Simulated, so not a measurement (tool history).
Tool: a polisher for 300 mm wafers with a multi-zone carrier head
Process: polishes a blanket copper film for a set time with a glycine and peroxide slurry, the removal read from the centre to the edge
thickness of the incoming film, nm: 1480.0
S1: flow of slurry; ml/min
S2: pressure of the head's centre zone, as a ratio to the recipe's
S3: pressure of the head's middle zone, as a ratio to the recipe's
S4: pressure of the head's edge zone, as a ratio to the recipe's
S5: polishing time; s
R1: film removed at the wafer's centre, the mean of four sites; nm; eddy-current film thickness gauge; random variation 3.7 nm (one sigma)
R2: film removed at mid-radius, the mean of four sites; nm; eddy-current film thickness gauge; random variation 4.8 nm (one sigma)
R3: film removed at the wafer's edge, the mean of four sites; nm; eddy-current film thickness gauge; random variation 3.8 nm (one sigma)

| run | hour | S1 | S2 | S3 | S4 | S5 | R1 | R2 | R3 |
|---|---|---|---|---|---|---|---|---|---|
| 1 | 0 | 210 | 1 | 1 | 1 | 47 | 285.81 | 286 | 285.61 |
| 2 | 6.8 | 210 | 1 | 1 | 1.07 | 47 | 286.96 | 282.1 | 291.76 |
| 3 | 13.1 | 210 | 1 | 1 | 1.13 | 47 | 280.34 | 296.23 | 298.93 |
| 4 | 20.5 | 210 | 1 | 0.96 | 1.13 | 47 | 277.41 | 282.46 | 298.99 |
| 5 | 24.2 | 210 | 1 | 0.96 | 1.13 | 53 | 314.98 | 307.86 | 343.71 |
| 6 | 26.9 | 210 | 1 | 0.87 | 1.13 | 53 | 318.33 | 295.37 | 338.96 |
| 7 | 30.4 | 210 | 1 | 0.87 | 1.13 | 53 | 320.62 | 289.41 | 339.08 |

The next listed run, before its measurement:
| 8 | 38.7 | 220 | 1 | 0.9 | 1.14 | 53 | ? | ? | ? |

{"run 8": {"R1": 319.11, "R2": 304.44, "R3": 342.48}}
